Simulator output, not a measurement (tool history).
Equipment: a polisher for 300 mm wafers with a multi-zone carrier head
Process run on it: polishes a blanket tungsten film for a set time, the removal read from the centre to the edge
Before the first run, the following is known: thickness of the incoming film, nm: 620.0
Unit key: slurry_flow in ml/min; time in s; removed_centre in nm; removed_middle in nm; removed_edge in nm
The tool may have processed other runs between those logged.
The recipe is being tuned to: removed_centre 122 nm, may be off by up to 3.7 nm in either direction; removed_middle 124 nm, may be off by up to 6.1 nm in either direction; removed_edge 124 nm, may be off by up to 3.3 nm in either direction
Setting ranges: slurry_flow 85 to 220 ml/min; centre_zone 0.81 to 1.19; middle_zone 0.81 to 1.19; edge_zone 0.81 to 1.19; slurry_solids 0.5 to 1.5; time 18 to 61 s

{"run": 1, "hour": 0.0, "slurry_flow": 140, "centre_zone": 1, "middle_zone": 1, "edge_zone": 1, "slurry_solids": 1, "time": 39, "removed_centre": 180.57, "removed_middle": 186.17, "removed_edge": 178.23}
{"run": 2, "hour": 7.1, "slurry_flow": 140, "centre_zone": 1, "middle_zone": 1, "edge_zone": 1, "slurry_solids": 1, "time": 44, "removed_centre": 203.26, "removed_middle": 209.42, "removed_edge": 200.54}
{"run": 3, "hour": 14.4, "slurry_flow": 165, "centre_zone": 1, "middle_zone": 1, "edge_zone": 1, "slurry_solids": 1, "time": 44, "removed_centre": 209.98, "removed_middle": 217.24, "removed_edge": 205.77}
{"run": 4, "hour": 22.2, "slurry_flow": 165, "centre_zone": 1, "middle_zone": 1, "edge_zone": 1.08, "slurry_solids": 1, "time": 44, "removed_centre": 211.18, "removed_middle": 218.25, "removed_edge": 214.41}
{"hour": 26.3, "done": "slurry nozzle cleaned"}
{"run": 5, "hour": 26.3, "slurry_flow": 165, "centre_zone": 1, "middle_zone": 1, "edge_zone": 1.11, "slurry_solids": 1, "time": 44, "removed_centre": 219.49, "removed_middle": 224.68, "removed_edge": 224.52}
{"run": 6, "hour": 26.9, "slurry_flow": 160, "centre_zone": 0.99, "middle_zone": 0.99, "edge_zone": 1.08, "slurry_solids": 0.95, "time": 43, "removed_centre": 212, "removed_middle": 218.41, "removed_edge": 212.04}
{"run": 7, "hour": 32.8, "slurry_flow": 155, "centre_zone": 0.99, "middle_zone": 0.99, "edge_zone": 1.05, "slurry_solids": 1, "time": 41, "removed_centre": 200.01, "removed_middle": 204.86, "removed_edge": 201.89}
{"run": 8, "hour": 37.7, "slurry_flow": 150, "centre_zone": 0.98, "middle_zone": 0.97, "edge_zone": 1.03, "slurry_solids": 0.95, "time": 39, "removed_centre": 186.86, "removed_middle": 189.98, "removed_edge": 186.92}
{"run": 9, "hour": 41.2, "slurry_flow": 145, "centre_zone": 0.97, "middle_zone": 0.96, "edge_zone": 1.01, "slurry_solids": 0.9, "time": 38, "removed_centre": 178.35, "removed_middle": 180.51, "removed_edge": 179.47}
{"run": 10, "hour": 49.0, "slurry_flow": 140, "centre_zone": 0.96, "middle_zone": 0.95, "edge_zone": 0.99, "slurry_solids": 0.85, "time": 37, "removed_centre": 166.62, "removed_middle": 169.7, "removed_edge": 167.82}

5 candidate next runs follow, results not yet known. Just one meets every target within its allowed miss. Identify it.
{"run": "A", "hour": 56.8, "slurry_flow": 130, "centre_zone": 1.06, "middle_zone": 0.93, "edge_zone": 0.99, "slurry_solids": 0.75, "time": 29, "removed_centre": "?", "removed_middle": "?", "removed_edge": "?"}
{"run": "B", "hour": 56.8, "slurry_flow": 180, "centre_zone": 0.84, "middle_zone": 1.19, "edge_zone": 0.97, "slurry_solids": 1.1, "time": 45, "removed_centre": "?", "removed_middle": "?", "removed_edge": "?"}
{"run": "C", "hour": 56.8, "slurry_flow": 120, "centre_zone": 0.97, "middle_zone": 0.94, "edge_zone": 0.98, "slurry_solids": 1.05, "time": 27, "removed_centre": "?", "removed_middle": "?", "removed_edge": "?"}
{"run": "D", "hour": 56.8, "slurry_flow": 155, "centre_zone": 0.93, "middle_zone": 1.01, "edge_zone": 0.98, "slurry_solids": 0.85, "time": 50, "removed_centre": "?", "removed_middle": "?", "removed_edge": "?"}
{"run": "E", "hour": 56.8, "slurry_flow": 120, "centre_zone": 0.87, "middle_zone": 0.91, "edge_zone": 0.95, "slurry_solids": 0.75, "time": 32, "removed_centre": "?", "removed_middle": "?", "removed_edge": "?"}

move=A removed_centre=136.26 removed_middle=126.59 removed_edge=126.58
move=B removed_centre=197.51 removed_middle=283.46 removed_edge=222.36
move=C removed_centre=122.69 removed_middle=126.18 removed_edge=125.13
move=D removed_centre=221.59 removed_middle=250.46 removed_edge=229.56
move=E removed_centre=120.37 removed_middle=134.57 removed_edge=135.07
A: puts the biggest miss on target and leaves a different result outside tolerance
B: further off than the last run
C: all results land within tolerance of their targets
D: further off than the last run
E: closes in on the targets versus the last run, not all within tolerance yet
The right move is C.

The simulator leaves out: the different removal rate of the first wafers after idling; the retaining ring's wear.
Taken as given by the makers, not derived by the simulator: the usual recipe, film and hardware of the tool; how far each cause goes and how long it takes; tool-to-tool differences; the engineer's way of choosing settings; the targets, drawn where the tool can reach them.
